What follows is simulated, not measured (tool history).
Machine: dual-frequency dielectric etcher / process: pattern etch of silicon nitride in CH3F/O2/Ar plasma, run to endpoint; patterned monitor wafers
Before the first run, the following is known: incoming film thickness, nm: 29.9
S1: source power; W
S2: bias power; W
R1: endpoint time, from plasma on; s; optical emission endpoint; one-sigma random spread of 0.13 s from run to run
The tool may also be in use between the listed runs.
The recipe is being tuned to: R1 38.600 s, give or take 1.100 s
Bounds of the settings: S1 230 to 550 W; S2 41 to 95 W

run    day   S1  S2      R1
  1  0.000  390  68  44.054
  2  0.029  420  70  42.696
  3  0.121  360  70  44.928
  4  0.392  360  60  46.629
  5  0.558  400  64  44.633
  6  0.708  430  68  42.888
  7  0.921  450  71  41.714
  8  0.950  470  73  40.801
  9  1.117  480  74  40.375
 10  1.192  490  75  39.934

5 next moves are on the table. One of them brings every result within its allowed miss. Which?
  A  1.267  430  69   ?
  B  1.267  510  79   ?
  C  1.267  520  59   ?
  D  1.267  430  72   ?
  E  1.267  500  60   ?

move      R1
   A  42.559
   B  38.822
   C  41.581
   D  42.083
   E  41.959
A: its largest miss is bigger than the last run's
B: hits every target within its allowed miss
C: its largest miss is bigger than the last run's
D: its largest miss is bigger than the last run's
E: its largest miss is bigger than the last run's
The right move is B.
